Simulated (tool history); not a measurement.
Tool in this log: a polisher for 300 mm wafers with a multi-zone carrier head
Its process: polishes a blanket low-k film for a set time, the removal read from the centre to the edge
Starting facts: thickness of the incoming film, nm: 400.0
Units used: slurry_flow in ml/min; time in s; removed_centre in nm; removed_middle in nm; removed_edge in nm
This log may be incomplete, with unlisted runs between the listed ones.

run 1 hour=0 | slurry_flow=150 centre_zone=1 middle_zone=1 edge_zone=1 slurry_solids=1 time=85 | removed_centre=26.723 removed_middle=27.669 removed_edge=27.965
run 2 hour=7.8 | slurry_flow=170 centre_zone=1 middle_zone=1 edge_zone=1 slurry_solids=1 time=85 | removed_centre=28.052 removed_middle=27.651 removed_edge=28.326
run 3 hour=16.4 | slurry_flow=170 centre_zone=1 middle_zone=0.95 edge_zone=1 slurry_solids=1 time=85 | removed_centre=27.69 removed_middle=26.357 removed_edge=28.553
run 4 hour=19.2 | slurry_flow=170 centre_zone=1 middle_zone=0.95 edge_zone=1 slurry_solids=0.85 time=85 | removed_centre=24.839 removed_middle=23.424 removed_edge=25.437
run 5 hour=27.7 | slurry_flow=170 centre_zone=0.97 middle_zone=0.95 edge_zone=1 slurry_solids=0.85 time=85 | removed_centre=24.015 removed_middle=23.91 removed_edge=26.206
run 6 hour=31 | slurry_flow=170 centre_zone=0.97 middle_zone=0.95 edge_zone=1 slurry_solids=0.85 time=98 | removed_centre=27.803 removed_middle=27.228 removed_edge=29.085

Run 7 comes next. What will it give?
run 7 hour=35.1 | slurry_flow=130 centre_zone=1.01 middle_zone=0.85 edge_zone=0.95 slurry_solids=0.6 time=94 | removed_centre=? removed_middle=? removed_edge=?

For run 7 the tool returned removed_centre 20.032 nm, removed_middle 17.272 nm, removed_edge 20.437 nm.

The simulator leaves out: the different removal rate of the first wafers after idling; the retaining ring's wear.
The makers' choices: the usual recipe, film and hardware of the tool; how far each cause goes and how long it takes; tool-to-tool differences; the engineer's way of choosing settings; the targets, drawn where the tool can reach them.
